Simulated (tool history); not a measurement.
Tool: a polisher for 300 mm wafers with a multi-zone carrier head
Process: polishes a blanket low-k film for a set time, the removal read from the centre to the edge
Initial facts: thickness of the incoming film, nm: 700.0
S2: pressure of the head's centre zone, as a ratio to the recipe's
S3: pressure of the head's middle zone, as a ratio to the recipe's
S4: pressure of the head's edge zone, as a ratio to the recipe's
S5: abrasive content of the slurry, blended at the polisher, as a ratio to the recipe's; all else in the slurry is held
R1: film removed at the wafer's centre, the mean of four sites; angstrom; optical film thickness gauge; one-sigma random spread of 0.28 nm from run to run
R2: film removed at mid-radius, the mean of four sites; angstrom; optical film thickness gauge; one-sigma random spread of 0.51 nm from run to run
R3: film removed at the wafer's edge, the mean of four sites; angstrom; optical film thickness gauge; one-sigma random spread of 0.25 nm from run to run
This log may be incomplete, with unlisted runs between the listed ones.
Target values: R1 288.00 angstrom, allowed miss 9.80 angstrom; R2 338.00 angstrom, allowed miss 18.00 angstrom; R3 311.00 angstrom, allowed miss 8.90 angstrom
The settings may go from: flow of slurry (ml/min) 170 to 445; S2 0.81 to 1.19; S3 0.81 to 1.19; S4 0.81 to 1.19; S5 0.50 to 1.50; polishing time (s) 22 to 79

{"run": 1, "day": 0.0, "flow of slurry (ml/min)": 285, "S2": 1.0, "S3": 1.0, "S4": 1.0, "S5": 1.0, "polishing time (s)": 50, "R1": 203.22, "R2": 207.48, "R3": 201.36}
{"run": 2, "day": 0.025, "flow of slurry (ml/min)": 290, "S2": 0.99, "S3": 1.04, "S4": 1.04, "S5": 1.15, "polishing time (s)": 52, "R1": 228.88, "R2": 233.82, "R3": 230.89}
{"run": 3, "day": 0.192, "flow of slurry (ml/min)": 295, "S2": 0.96, "S3": 1.09, "S4": 1.04, "S5": 1.25, "polishing time (s)": 54, "R1": 237.29, "R2": 275.27, "R3": 248.75}
{"run": 4, "day": 0.304, "flow of slurry (ml/min)": 300, "S2": 0.97, "S3": 1.11, "S4": 1.08, "S5": 1.35, "polishing time (s)": 55, "R1": 252.71, "R2": 285.9, "R3": 262.87}
{"run": 5, "day": 0.454, "flow of slurry (ml/min)": 300, "S2": 0.96, "S3": 1.12, "S4": 1.09, "S5": 1.4, "polishing time (s)": 57, "R1": 266.46, "R2": 302.49, "R3": 286.36}
{"run": 6, "day": 0.55, "flow of slurry (ml/min)": 305, "S2": 0.96, "S3": 1.14, "S4": 1.1, "S5": 1.45, "polishing time (s)": 58, "R1": 276.51, "R2": 315.38, "R3": 293.18}
{"run": 7, "day": 0.904, "flow of slurry (ml/min)": 305, "S2": 0.96, "S3": 1.15, "S4": 1.11, "S5": 1.45, "polishing time (s)": 59, "R1": 278.04, "R2": 329.22, "R3": 294.0}
{"run": 8, "day": 1.029, "flow of slurry (ml/min)": 310, "S2": 0.96, "S3": 1.14, "S4": 1.11, "S5": 1.45, "polishing time (s)": 59, "R1": 277.61, "R2": 328.6, "R3": 297.84}

4 next moves are on the table. One of them brings every result within its allowed miss. Which?
{"run": "A", "day": 1.154, "flow of slurry (ml/min)": 380, "S2": 0.91, "S3": 1.19, "S4": 1.11, "S5": 1.05, "polishing time (s)": 68, "R1": "?", "R2": "?", "R3": "?"}
{"run": "B", "day": 1.154, "flow of slurry (ml/min)": 265, "S2": 0.97, "S3": 1.13, "S4": 1.01, "S5": 1.3, "polishing time (s)": 62, "R1": "?", "R2": "?", "R3": "?"}
{"run": "C", "day": 1.154, "flow of slurry (ml/min)": 370, "S2": 0.98, "S3": 1.19, "S4": 1.05, "S5": 1.4, "polishing time (s)": 56, "R1": "?", "R2": "?", "R3": "?"}
{"run": "D", "day": 1.154, "flow of slurry (ml/min)": 445, "S2": 0.94, "S3": 1.13, "S4": 1.09, "S5": 1.35, "polishing time (s)": 62, "R1": "?", "R2": "?", "R3": "?"}

move=A R1=267.28 R2=343.60 R3=298.24
move=B R1=276.39 R2=319.83 R3=280.88
move=C R1=270.28 R2=322.42 R3=273.10
move=D R1=286.87 R2=341.05 R3=306.46
A: misses by more than the last run did
B: misses by more than the last run did
C: misses by more than the last run did
D: all results land within tolerance of their targets
So the answer is move D, the one that meets all the targets.
